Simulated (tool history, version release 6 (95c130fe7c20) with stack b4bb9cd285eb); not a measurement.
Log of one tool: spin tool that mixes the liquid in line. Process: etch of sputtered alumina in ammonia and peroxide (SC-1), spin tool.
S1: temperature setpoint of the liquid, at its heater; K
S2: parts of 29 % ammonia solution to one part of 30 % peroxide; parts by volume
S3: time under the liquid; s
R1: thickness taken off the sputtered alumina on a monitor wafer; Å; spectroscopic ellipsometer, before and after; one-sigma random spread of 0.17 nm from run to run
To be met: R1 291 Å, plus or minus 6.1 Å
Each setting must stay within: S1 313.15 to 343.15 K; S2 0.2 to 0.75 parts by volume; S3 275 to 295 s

| run | day | S1 | S2 | S3 | R1 |
|---|---|---|---|---|---|
| 1 | 0 | 329.15 | 0.45 | 275 | 218.65 |
| 2 | 0.354 | 329.15 | 0.45 | 275 | 218.58 |
| 3 | 0.479 | 329.15 | 0.55 | 275 | 223.27 |
| 4 | 0.783 | 330.65 | 0.55 | 275 | 243.97 |
| 5 | 1.046 | 331.65 | 0.55 | 275 | 257.47 |
| 6 | 1.288 | 332.15 | 0.55 | 275 | 260.33 |
| 7 | 1.358 | 332.65 | 0.55 | 275 | 268.84 |
| 8 | 1.725 | 333.15 | 0.55 | 275 | 275.77 |
| 9 | 1.796 | 333.65 | 0.55 | 275 | 282.69 |

Exercise: of the 5 proposed moves below, exactly one satisfies all targets within the stated allowed misses. Which move is it?
| A | 1.867 | 331.65 | 0.65 | 295 | ? |
| B | 1.867 | 334.15 | 0.35 | 275 | ? |
| C | 1.867 | 333.15 | 0.55 | 275 | ? |
| D | 1.867 | 332.65 | 0.55 | 295 | ? |
| E | 1.867 | 331.15 | 0.7 | 295 | ? |

| move | R1 |
|---|---|
| A | 275.66 |
| B | 275.63 |
| C | 273.3 |
| D | 285.74 |
| E | 270.48 |
A: further off than the last run
B: further off than the last run
C: further off than the last run
D: hits every target within its allowed miss
E: further off than the last run
D is the move that brings every result within its allowed miss.
